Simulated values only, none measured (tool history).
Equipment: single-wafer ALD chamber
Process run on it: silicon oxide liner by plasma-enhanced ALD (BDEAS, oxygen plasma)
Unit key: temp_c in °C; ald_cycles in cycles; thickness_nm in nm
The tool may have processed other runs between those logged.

run 1 hour=0 | temp_c=315 ald_cycles=42 | thickness_nm=3.8117
run 2 hour=5.1 | temp_c=304 ald_cycles=42 | thickness_nm=3.8456
run 3 hour=7.2 | temp_c=304 ald_cycles=43 | thickness_nm=3.9398
run 4 hour=14.2 | temp_c=304 ald_cycles=44 | thickness_nm=4.0511
run 5 hour=15.5 | temp_c=294 ald_cycles=44 | thickness_nm=4.1176
run 6 hour=20 | temp_c=294 ald_cycles=38 | thickness_nm=3.5507
run 7 hour=26.9 | temp_c=294 ald_cycles=39 | thickness_nm=3.6528

Predict the results of run 8:
run 8 hour=29.6 | temp_c=294 ald_cycles=40 | thickness_nm=?

Run 8 yielded thickness_nm 3.745 nm.
